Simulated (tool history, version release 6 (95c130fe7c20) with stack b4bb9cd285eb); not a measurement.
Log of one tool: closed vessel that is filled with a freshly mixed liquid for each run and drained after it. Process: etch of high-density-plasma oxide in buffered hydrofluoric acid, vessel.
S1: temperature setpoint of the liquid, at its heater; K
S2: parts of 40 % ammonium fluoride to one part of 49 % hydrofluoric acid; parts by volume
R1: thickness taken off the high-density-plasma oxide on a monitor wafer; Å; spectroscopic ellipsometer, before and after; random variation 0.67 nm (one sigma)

run 1 hour=0.0 | S1=296.15 S2=23.5 time_in_the_liquid_(s)=90 | R1=770.73
run 2 hour=8.5 | S1=297.65 S2=23.5 time_in_the_liquid_(s)=90 | R1=842.31
run 3 hour=16.3 | S1=297.65 S2=23.5 time_in_the_liquid_(s)=90 | R1=840.26
run 4 hour=17.6 | S1=297.65 S2=23.5 time_in_the_liquid_(s)=90 | R1=840.26
run 5 hour=20.4 | S1=298.65 S2=23.5 time_in_the_liquid_(s)=90 | R1=887.55
run 6 hour=28.3 | S1=299.65 S2=23.5 time_in_the_liquid_(s)=90 | R1=942.83
run 7 hour=34.9 | S1=299.65 S2=23.5 time_in_the_liquid_(s)=90 | R1=939.07

Run 8, settings as shown, results not yet in. Your forecast:
run 8 hour=35.8 | S1=303.65 S2=23.0 time_in_the_liquid_(s)=90 | R1=?

{"run 8": {"R1": 1181.0}}
